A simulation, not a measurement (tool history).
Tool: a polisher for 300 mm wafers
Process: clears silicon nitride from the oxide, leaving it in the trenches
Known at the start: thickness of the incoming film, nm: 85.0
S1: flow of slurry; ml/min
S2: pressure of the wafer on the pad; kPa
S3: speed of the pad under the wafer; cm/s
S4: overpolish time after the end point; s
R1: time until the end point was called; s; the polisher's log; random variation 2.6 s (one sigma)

run,hour,S1,S2,S3,S4,R1
1,0.0,305,20.0,84,42,104.38
2,6.8,305,17.2,82,42,124.63
3,10.8,305,15.2,82,42,141.42
4,19.4,375,15.2,82,42,136.87
5,24.5,375,13.8,82,42,151.19
6,29.6,375,13.8,82,46,148.82
# hour 32.6: slurry nozzle cleaned
7,32.6,375,12.4,82,46,159.79

Forecast run 8:
8,36.9,375,11.7,82,46,?

Run 8 gave R1 166.13 s.
